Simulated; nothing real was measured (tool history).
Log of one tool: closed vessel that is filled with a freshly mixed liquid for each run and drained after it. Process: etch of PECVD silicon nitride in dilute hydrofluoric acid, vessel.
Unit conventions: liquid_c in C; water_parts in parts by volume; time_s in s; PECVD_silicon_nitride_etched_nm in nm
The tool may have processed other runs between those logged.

run,day,liquid_c,water_parts,time_s,PECVD_silicon_nitride_etched_nm
1,0.000,22.0,260,275,4.9549
2,0.079,22.0,260,185,3.3201
3,0.212,21.5,260,185,3.2679
4,0.488,21.0,260,185,3.1489
5,0.817,21.0,260,185,3.1296
6,0.879,21.0,185,185,4.2703
7,1.054,17.0,280,185,2.2678

Run 8 comes next. What will it give?
8,1.138,17.5,280,185,?

Run 8 gave PECVD_silicon_nitride_etched_nm 2.3621 nm.
